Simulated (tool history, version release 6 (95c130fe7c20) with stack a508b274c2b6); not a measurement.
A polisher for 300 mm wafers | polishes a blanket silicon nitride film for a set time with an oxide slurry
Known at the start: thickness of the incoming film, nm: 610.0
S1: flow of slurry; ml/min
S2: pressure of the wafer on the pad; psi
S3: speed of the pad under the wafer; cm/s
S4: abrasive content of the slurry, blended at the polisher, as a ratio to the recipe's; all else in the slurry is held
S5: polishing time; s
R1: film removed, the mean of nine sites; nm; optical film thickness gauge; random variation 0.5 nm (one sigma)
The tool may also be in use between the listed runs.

run  hour   S1   S2   S3    S4  S5      R1
  1   0.0  250  3.0  132  1.00  80  52.549
  2   4.3  250  2.4  132  1.00  80  44.763
  3  12.2  250  2.0  132  1.00  80  40.948
  4  14.6  255  2.5  132  1.00  80  46.949
  5  15.6  275  2.8  132  1.00  80  51.349
  6  18.0  275  2.8  132  0.85  80  46.033
  7  19.3  285  3.2  132  0.85  80  50.766
  8  24.0  290  3.5  132  0.85  80  53.259
  9  26.7  290  3.8  134  0.85  80  57.142

Run 10 comes next. What will it give?
 10  28.7  290  4.0  136  0.85  80   ?

{"run 10": {"R1": 60.639}}

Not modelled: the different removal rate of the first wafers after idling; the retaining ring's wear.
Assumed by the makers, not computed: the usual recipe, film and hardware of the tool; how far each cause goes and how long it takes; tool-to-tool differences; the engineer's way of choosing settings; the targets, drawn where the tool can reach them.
